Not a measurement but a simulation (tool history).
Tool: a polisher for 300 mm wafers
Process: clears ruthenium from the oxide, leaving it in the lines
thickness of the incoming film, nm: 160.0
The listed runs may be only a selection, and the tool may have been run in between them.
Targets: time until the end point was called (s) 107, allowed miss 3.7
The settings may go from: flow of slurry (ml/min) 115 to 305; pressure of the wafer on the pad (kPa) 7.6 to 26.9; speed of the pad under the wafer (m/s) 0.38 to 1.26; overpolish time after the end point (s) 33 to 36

run,hour,flow of slurry (ml/min),pressure of the wafer on the pad (kPa),speed of the pad under the wafer (m/s),overpolish time after the end point (s),time until the end point was called (s)
1,0,195,17.2,0.82,33,145.96
2,7.4,195,17.9,0.82,33,144.47
3,12.2,150,17.9,0.82,33,152.41
4,13.6,160,18.6,0.82,33,147.67
5,16,160,18.6,0.82,33,146.72
6,19.7,170,19.3,0.82,33,137.57
7,22.6,180,19.3,0.82,33,138.74
8,23.6,185,20,0.82,33,133.04
9,31.1,200,24.1,0.82,33,112.07

5 candidate next runs follow, results not yet known. Just one meets every target within its allowed miss. Identify it.
A,38.6,190,26.9,0.86,33,?
B,38.6,265,23.4,0.8,34,?
C,38.6,185,20,0.9,33,?
D,38.6,245,22.1,0.9,34,?
E,38.6,210,24.1,0.8,33,?

move,time until the end point was called (s)
A,101.6
B,114.55
C,122.27
D,108.23
E,116.34
A: pushes the last run's worst result past its target
B: misses by more than the last run did
C: misses by more than the last run did
D: hits every target within its allowed miss
E: misses by more than the last run did
D is the move that brings every result within its allowed miss.

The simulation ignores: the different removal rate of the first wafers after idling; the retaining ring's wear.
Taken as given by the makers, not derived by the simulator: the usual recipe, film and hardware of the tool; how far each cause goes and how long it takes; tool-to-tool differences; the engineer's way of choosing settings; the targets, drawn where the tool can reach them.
